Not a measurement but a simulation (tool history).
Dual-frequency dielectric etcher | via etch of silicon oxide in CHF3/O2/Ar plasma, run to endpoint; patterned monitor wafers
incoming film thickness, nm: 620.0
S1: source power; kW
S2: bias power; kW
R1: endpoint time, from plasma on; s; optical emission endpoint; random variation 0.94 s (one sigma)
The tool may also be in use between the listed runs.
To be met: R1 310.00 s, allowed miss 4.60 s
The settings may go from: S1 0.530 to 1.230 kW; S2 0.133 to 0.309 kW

| run | hour | S1 | S2 | R1 |
|---|---|---|---|---|
| 1 | 0.0 | 0.880 | 0.221 | 254.60 |
| 2 | 6.0 | 0.880 | 0.182 | 274.33 |
| 3 | 13.3 | 0.880 | 0.144 | 296.85 |
| 4 | 14.7 | 0.880 | 0.178 | 275.69 |
| 5 | 21.4 | 1.010 | 0.178 | 260.04 |
| 6 | 26.3 | 1.070 | 0.178 | 251.88 |
| 7 | 28.6 | 0.980 | 0.176 | 264.53 |
| 8 | 31.0 | 0.910 | 0.174 | 273.38 |

Which of these 4 next moves meets every target?
| A | 33.4 | 0.690 | 0.153 | ? |
| B | 33.4 | 0.550 | 0.228 | ? |
| C | 33.4 | 0.890 | 0.208 | ? |
| D | 33.4 | 1.180 | 0.227 | ? |

| move | R1 |
|---|---|
| A | 323.22 |
| B | 309.15 |
| C | 258.64 |
| D | 222.37 |
A: takes the result that was furthest off past its target
B: meets every target
C: further off than the last run
D: further off than the last run
Move B is the one to make.

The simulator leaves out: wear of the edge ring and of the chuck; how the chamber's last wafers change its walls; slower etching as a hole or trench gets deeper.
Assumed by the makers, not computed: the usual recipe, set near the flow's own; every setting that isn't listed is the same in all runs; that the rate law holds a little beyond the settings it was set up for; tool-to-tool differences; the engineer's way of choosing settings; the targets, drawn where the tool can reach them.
